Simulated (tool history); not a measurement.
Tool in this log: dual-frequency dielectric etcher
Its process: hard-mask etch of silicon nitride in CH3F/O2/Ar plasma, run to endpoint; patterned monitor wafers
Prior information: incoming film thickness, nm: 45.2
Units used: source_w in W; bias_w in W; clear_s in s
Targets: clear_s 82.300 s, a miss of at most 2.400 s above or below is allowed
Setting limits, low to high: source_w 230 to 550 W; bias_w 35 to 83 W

run 1 hour=0.0 | source_w=390 bias_w=59 | clear_s=72.416
run 2 hour=9.0 | source_w=450 bias_w=59 | clear_s=66.677
run 3 hour=16.4 | source_w=410 bias_w=57 | clear_s=70.064
run 4 hour=22.8 | source_w=380 bias_w=55 | clear_s=73.847
run 5 hour=23.6 | source_w=360 bias_w=54 | clear_s=77.049
run 6 hour=26.5 | source_w=400 bias_w=54 | clear_s=73.246
run 7 hour=28.0 | source_w=380 bias_w=53 | clear_s=75.565
run 8 hour=29.2 | source_w=360 bias_w=52 | clear_s=77.600
run 9 hour=38.0 | source_w=350 bias_w=51 | clear_s=79.348

Pick the move, out of 5, that brings all results within their allowed miss; only one does.
run A hour=46.8 | source_w=390 bias_w=51 | clear_s=?
run B hour=46.8 | source_w=360 bias_w=55 | clear_s=?
run C hour=46.8 | source_w=350 bias_w=56 | clear_s=?
run D hour=46.8 | source_w=340 bias_w=49 | clear_s=?
run E hour=46.8 | source_w=360 bias_w=60 | clear_s=?

move=A clear_s=75.380
move=B clear_s=77.326
move=C clear_s=78.223
move=D clear_s=82.550
move=E clear_s=75.457
A: its largest miss is bigger than the last run's
B: its largest miss is bigger than the last run's
C: its largest miss is bigger than the last run's
D: every result lands within tolerance
E: its largest miss is bigger than the last run's
The move that meets every target is D.
